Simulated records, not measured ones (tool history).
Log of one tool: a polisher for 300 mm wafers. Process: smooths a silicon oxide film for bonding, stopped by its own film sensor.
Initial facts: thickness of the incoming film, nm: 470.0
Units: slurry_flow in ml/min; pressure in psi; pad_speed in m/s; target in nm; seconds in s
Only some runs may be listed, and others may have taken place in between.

| run | hour | slurry_flow | pressure | pad_speed | slurry_solids | target | seconds |
|---|---|---|---|---|---|---|---|
| 1 | 0 | 125 | 1.7 | 0.76 | 1 | 440 | 62.32 |
| 2 | 6.4 | 125 | 1.9 | 0.76 | 1 | 440 | 55.697 |
| 3 | 9.1 | 125 | 1.9 | 0.76 | 1 | 444 | 48.422 |
| 4 | 12.8 | 145 | 1.9 | 0.76 | 1 | 444 | 47.628 |
| 5 | 16.9 | 145 | 2 | 0.76 | 1 | 444 | 46.092 |
| 6 | 25.7 | 145 | 2 | 0.76 | 1 | 440 | 50.039 |
| 7 | 29.5 | 145 | 2.1 | 0.76 | 1 | 440 | 48.236 |

For run 8, what comes out?
| 8 | 35.8 | 145 | 2.2 | 0.76 | 1 | 440 | ? |

seconds: 47.938 s
